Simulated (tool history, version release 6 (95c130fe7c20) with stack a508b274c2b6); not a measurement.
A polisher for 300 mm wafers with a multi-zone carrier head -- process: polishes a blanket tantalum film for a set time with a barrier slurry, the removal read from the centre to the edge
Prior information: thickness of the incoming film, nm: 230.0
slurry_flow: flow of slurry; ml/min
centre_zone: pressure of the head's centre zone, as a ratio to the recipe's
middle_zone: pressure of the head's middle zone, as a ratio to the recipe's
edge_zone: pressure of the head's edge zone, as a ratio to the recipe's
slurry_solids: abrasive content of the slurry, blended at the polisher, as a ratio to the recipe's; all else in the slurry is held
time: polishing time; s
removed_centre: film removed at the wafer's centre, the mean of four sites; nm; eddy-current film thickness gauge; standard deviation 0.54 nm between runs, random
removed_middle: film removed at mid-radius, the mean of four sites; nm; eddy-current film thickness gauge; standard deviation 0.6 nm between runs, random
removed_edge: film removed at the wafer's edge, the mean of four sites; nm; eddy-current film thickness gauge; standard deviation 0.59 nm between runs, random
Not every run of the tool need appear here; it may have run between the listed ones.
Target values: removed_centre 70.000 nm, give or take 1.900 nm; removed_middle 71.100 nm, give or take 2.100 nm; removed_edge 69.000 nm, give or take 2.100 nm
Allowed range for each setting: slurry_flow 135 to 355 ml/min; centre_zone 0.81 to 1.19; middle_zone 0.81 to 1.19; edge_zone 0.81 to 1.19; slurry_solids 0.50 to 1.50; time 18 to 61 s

| run | day | slurry_flow | centre_zone | middle_zone | edge_zone | slurry_solids | time | removed_centre | removed_middle | removed_edge |
|---|---|---|---|---|---|---|---|---|---|---|
| 1 | 0.000 | 225 | 1.00 | 1.00 | 1.00 | 1.00 | 39 | 78.129 | 75.264 | 76.042 |
| 2 | 0.150 | 225 | 1.00 | 1.00 | 0.95 | 1.00 | 39 | 78.885 | 75.675 | 73.958 |
| 3 | 0.221 | 215 | 0.99 | 1.00 | 0.94 | 1.00 | 39 | 77.833 | 75.122 | 75.501 |
| 4 | 0.475 | 220 | 0.98 | 1.00 | 0.94 | 0.95 | 39 | 76.789 | 73.496 | 73.822 |
| 5 | 0.550 | 220 | 0.90 | 1.00 | 0.94 | 0.95 | 39 | 70.074 | 75.006 | 72.875 |
| 6 | 0.621 | 245 | 0.90 | 1.00 | 0.94 | 0.95 | 39 | 70.824 | 74.483 | 74.120 |
| 7 | 0.708 | 240 | 0.90 | 1.00 | 0.92 | 0.95 | 39 | 69.515 | 74.692 | 72.561 |
| 8 | 1.050 | 240 | 0.91 | 0.99 | 0.90 | 0.95 | 39 | 71.027 | 74.593 | 72.005 |
| 9 | 1.292 | 240 | 0.91 | 0.98 | 0.89 | 0.95 | 39 | 71.827 | 74.084 | 72.470 |
| 10 | 1.425 | 235 | 0.91 | 0.98 | 0.88 | 0.95 | 39 | 70.664 | 74.339 | 73.152 |
| 11 | 1.629 | 240 | 0.95 | 0.97 | 0.83 | 0.80 | 39 | 68.679 | 67.828 | 64.466 |
| 12 | 1.721 | 245 | 0.95 | 0.97 | 0.85 | 0.80 | 39 | 68.060 | 67.612 | 65.924 |

Which single option among these 4 for the next run brings every result within its allowed miss of target? Just one does.
| A | 1.812 | 285 | 0.94 | 0.90 | 1.05 | 0.75 | 40 | ? | ? | ? |
| B | 1.812 | 195 | 0.94 | 0.99 | 0.86 | 0.85 | 40 | ? | ? | ? |
| C | 1.812 | 270 | 0.90 | 0.93 | 0.89 | 0.70 | 40 | ? | ? | ? |
| D | 1.812 | 215 | 0.96 | 1.01 | 0.81 | 0.80 | 37 | ? | ? | ? |

| move | removed_centre | removed_middle | removed_edge |
|---|---|---|---|
| A | 68.194 | 64.024 | 71.142 |
| B | 69.365 | 70.838 | 68.533 |
| C | 62.257 | 62.806 | 64.163 |
| D | 64.507 | 65.484 | 60.910 |
A: further off than the last run
B: all results land within tolerance of their targets
C: further off than the last run
D: further off than the last run
Go with B: it meets all targets.
